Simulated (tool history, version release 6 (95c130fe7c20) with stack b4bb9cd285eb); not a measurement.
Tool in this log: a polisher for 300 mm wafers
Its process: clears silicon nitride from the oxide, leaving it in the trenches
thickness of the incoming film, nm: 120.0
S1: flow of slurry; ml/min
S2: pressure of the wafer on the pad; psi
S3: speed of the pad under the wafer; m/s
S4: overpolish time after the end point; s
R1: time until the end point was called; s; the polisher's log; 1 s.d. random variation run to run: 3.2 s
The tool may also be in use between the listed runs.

{"run": 1, "hour": 0.0, "S1": 225, "S2": 2.8, "S3": 0.86, "S4": 19, "R1": 159.38}
{"run": 2, "hour": 2.2, "S1": 225, "S2": 2.7, "S3": 0.86, "S4": 19, "R1": 166.71}
{"run": 3, "hour": 11.0, "S1": 280, "S2": 2.7, "S3": 0.86, "S4": 19, "R1": 160.22}
{"run": 4, "hour": 17.0, "S1": 280, "S2": 2.6, "S3": 0.86, "S4": 19, "R1": 170.6}
{"run": 5, "hour": 20.4, "S1": 280, "S2": 2.5, "S3": 0.86, "S4": 19, "R1": 173.47}
{"run": 6, "hour": 22.1, "S1": 235, "S2": 2.5, "S3": 0.86, "S4": 19, "R1": 179.17}
{"run": 7, "hour": 22.9, "S1": 235, "S2": 2.4, "S3": 0.86, "S4": 19, "R1": 184.26}

Run 8 is up next; what results do you expect?
{"run": 8, "hour": 27.8, "S1": 235, "S2": 2.3, "S3": 0.86, "S4": 19, "R1": "?"}

Run 8 measured R1 193.89 s.
